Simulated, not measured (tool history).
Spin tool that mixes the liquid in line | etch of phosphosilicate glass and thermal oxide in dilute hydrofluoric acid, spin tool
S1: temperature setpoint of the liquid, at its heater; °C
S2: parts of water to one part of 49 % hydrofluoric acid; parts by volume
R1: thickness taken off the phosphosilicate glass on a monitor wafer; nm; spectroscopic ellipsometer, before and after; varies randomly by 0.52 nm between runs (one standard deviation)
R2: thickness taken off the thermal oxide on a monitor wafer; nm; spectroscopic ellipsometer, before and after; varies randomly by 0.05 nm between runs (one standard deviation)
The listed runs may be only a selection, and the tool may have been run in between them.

Run 1, hour 0: S1 24 °C, S2 80 parts by volume, time under the liquid (s) 30. Result: R1 29.07 nm, R2 1.9375 nm.
Run 2, hour 3.8: S1 25.5 °C, S2 80 parts by volume, time under the liquid (s) 30. Result: R1 30.917 nm, R2 2.0856 nm.
Run 3, hour 7.2: S1 27.5 °C, S2 65 parts by volume, time under the liquid (s) 30. Result: R1 42.684 nm, R2 2.8087 nm.
Run 4, hour 15.7: S1 29 °C, S2 60 parts by volume, time under the liquid (s) 30. Result: R1 49.309 nm, R2 3.245 nm.
Run 5, hour 18.9: S1 27 °C, S2 60 parts by volume, time under the liquid (s) 30. Result: R1 45.101 nm, R2 3.044 nm.
Run 6, hour 20.6: S1 28.5 °C, S2 55 parts by volume, time under the liquid (s) 30. Result: R1 52.24 nm, R2 3.5433 nm.

Run 7 has not been measured yet. What should we expect?
Run 7, hour 24.6: S1 29.5 °C, S2 55 parts by volume, time under the liquid (s) 30. Result: R1 ?, R2 ?.

Run 7 produced R1 54.551 nm, R2 3.7342 nm.

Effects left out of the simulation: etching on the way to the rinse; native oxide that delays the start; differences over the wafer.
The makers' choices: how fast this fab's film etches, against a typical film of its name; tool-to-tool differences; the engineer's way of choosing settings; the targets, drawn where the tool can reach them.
